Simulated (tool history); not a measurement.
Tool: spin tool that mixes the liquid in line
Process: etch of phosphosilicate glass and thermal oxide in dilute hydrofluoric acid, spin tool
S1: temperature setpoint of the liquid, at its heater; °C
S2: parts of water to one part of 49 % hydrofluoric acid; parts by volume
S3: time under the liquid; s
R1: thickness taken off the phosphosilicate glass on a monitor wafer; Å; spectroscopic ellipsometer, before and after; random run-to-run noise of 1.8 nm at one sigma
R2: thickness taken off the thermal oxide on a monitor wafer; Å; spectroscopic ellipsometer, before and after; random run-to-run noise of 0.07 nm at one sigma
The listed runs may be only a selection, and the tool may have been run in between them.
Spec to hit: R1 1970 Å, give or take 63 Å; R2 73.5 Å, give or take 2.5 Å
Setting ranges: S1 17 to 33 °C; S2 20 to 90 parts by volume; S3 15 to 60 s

Run 1, hour 0: S1 25 °C, S2 50 parts by volume, S3 30 s. Result: R1 968.74 Å, R2 35.911 Å.
Run 2, hour 3.8: S1 26 °C, S2 50 parts by volume, S3 30 s. Result: R1 1008.1 Å, R2 37.089 Å.
Run 3, hour 8.2: S1 27 °C, S2 45 parts by volume, S3 30 s. Result: R1 1143.9 Å, R2 43.243 Å.
Run 4, hour 9.8: S1 27 °C, S2 55 parts by volume, S3 30 s. Result: R1 930.65 Å, R2 35.57 Å.
Run 5, hour 13.2: S1 27 °C, S2 70 parts by volume, S3 30 s. Result: R1 722.4 Å, R2 26.943 Å.
Run 6, hour 15.8: S1 23.5 °C, S2 70 parts by volume, S3 30 s. Result: R1 635.56 Å, R2 23.243 Å.
Run 7, hour 22.3: S1 24.5 °C, S2 65 parts by volume, S3 30 s. Result: R1 709.59 Å, R2 26.73 Å.
At hour 29.2: hydrofluoric acid flow meter replaced.
Run 8, hour 29.2: S1 25.5 °C, S2 60 parts by volume, S3 30 s. Result: R1 732.39 Å, R2 27.766 Å.
Run 9, hour 31.4: S1 26.5 °C, S2 55 parts by volume, S3 30 s. Result: R1 838.09 Å, R2 31.74 Å.
Run 10, hour 35.3: S1 30.5 °C, S2 35 parts by volume, S3 30 s. Result: R1 1598.4 Å, R2 60.061 Å.

Exercise: of the 4 proposed moves below, exactly one satisfies all targets within the stated allowed misses. Which move is it?
Run A, hour 39.2: S1 20.5 °C, S2 25 parts by volume, S3 30 s. Result: R1 ?, R2 ?.
Run B, hour 39.2: S1 30 °C, S2 55 parts by volume, S3 60 s. Result: R1 ?, R2 ?.
Run C, hour 39.2: S1 33 °C, S2 90 parts by volume, S3 55 s. Result: R1 ?, R2 ?.
Run D, hour 39.2: S1 33 °C, S2 90 parts by volume, S3 60 s. Result: R1 ?, R2 ?.

move      R1      R2
   A  1500.5   56.74
   B  1933.7  73.122
   C  1150.3    43.5
   D  1254.9  47.455
A: further off than the last run
B: each result inside its tolerance
C: further off than the last run
D: further off than the last run
B meets every target.
